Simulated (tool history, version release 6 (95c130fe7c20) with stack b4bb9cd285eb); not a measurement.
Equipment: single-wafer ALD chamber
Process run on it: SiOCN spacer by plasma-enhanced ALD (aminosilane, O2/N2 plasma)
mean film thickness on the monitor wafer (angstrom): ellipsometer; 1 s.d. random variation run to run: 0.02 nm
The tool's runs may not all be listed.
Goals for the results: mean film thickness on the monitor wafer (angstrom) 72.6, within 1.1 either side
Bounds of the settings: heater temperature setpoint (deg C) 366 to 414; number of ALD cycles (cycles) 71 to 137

run    day  heater temperature setpoint (deg C)  number of ALD cycles (cycles)  mean film thickness on the monitor wafer (angstrom)
  1      0                                  390                            104                                               67.823
  2   0.15                                  390                            105                                               68.317
  3  0.375                                  390                             91                                               59.674
  4  0.433                                  384                             91                                               59.585
  5  0.525                                  377                             91                                               59.445
  6  0.892                                  381                             91                                               59.658
  7    1.2                                  381                             93                                               60.973
  8  1.583                                  381                             95                                               62.171

5 candidate next runs follow, results not yet known. Just one meets every target within its allowed miss. Identify it.
  A  1.967                                  385                            107                                                    ?
  B  1.967                                  389                            107                                                    ?
  C  1.967                                  379                            111                                                    ?
  D  1.967                                  379                            107                                                    ?
  E  1.967                                  391                            106                                                    ?

move  mean film thickness on the monitor wafer (angstrom)
   A                                               70.064
   B                                               70.064
   C                                               72.683
   D                                               70.064
   E                                               69.409
A: better than the last run, though not everything is in spec
B: better than the last run, though not everything is in spec
C: every result lands within tolerance
D: better than the last run, though not everything is in spec
E: better than the last run, though not everything is in spec
Move C is the one to make.

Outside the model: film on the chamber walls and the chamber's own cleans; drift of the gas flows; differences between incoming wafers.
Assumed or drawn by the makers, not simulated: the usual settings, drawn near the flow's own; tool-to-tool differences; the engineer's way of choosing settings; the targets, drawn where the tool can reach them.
